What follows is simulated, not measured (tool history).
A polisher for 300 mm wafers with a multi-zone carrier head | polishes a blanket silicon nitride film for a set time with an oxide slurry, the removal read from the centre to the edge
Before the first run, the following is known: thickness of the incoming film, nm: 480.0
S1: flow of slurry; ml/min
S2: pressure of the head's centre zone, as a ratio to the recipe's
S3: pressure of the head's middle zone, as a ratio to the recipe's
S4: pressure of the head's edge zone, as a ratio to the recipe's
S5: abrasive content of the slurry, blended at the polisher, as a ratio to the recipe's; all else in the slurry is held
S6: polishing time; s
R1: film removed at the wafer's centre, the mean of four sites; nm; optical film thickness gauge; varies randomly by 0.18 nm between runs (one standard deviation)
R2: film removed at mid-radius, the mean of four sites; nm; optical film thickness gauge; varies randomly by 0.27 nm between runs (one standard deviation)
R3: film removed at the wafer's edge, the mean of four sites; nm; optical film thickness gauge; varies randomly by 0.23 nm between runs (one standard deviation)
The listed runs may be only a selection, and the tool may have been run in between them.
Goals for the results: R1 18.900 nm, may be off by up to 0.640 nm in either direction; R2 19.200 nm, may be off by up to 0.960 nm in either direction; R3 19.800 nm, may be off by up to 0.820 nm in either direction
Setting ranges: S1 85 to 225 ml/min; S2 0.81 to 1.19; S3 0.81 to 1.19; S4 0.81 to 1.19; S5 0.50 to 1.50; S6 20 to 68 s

run	hour	S1	S2	S3	S4	S5	S6	R1	R2	R3
1	0.0	145	1.00	1.00	1.00	1.00	44	34.646	33.688	32.746
2	3.3	145	1.00	1.00	0.92	1.00	44	34.467	33.397	31.014
3	6.8	115	1.00	1.00	0.92	1.00	44	33.186	32.991	30.882
4	8.8	115	1.04	1.00	0.92	1.00	44	34.369	32.351	30.468
5	11.5	115	1.04	1.00	0.88	1.00	44	35.083	31.643	30.628
6	16.0	115	1.00	0.96	0.89	0.85	41	28.425	27.078	25.791
7	24.4	110	0.97	0.92	0.91	0.75	40	25.378	24.045	24.380
8	30.5	105	0.87	0.89	0.86	0.50	36	15.781	16.212	16.513
9	34.7	120	0.88	0.90	0.90	0.50	36	16.049	16.906	17.251
10	40.1	160	0.97	0.90	0.98	0.55	36	19.917	18.567	19.420
11	45.4	160	0.96	0.91	0.99	0.55	36	19.588	18.843	18.943

Exercise: of the 4 proposed moves below, exactly one satisfies all targets within the stated allowed misses. Which move is it?
A	50.7	165	1.00	0.90	0.95	0.55	36	?	?	?
B	50.7	215	0.97	1.07	1.05	0.80	26	?	?	?
C	50.7	155	0.88	0.89	0.95	0.60	36	?	?	?
D	50.7	210	1.02	1.06	0.95	0.50	34	?	?	?

move	R1	R2	R3
A	20.690	18.406	19.175
B	18.663	19.708	18.356
C	19.049	19.131	20.146
D	19.326	19.250	17.315
A: lands further from the targets than the last run did
B: the furthest-off result lands on target, but another misses its tolerance
C: every result lands within tolerance
D: the furthest-off result lands on target, but another misses its tolerance
Go with C: it meets all targets.
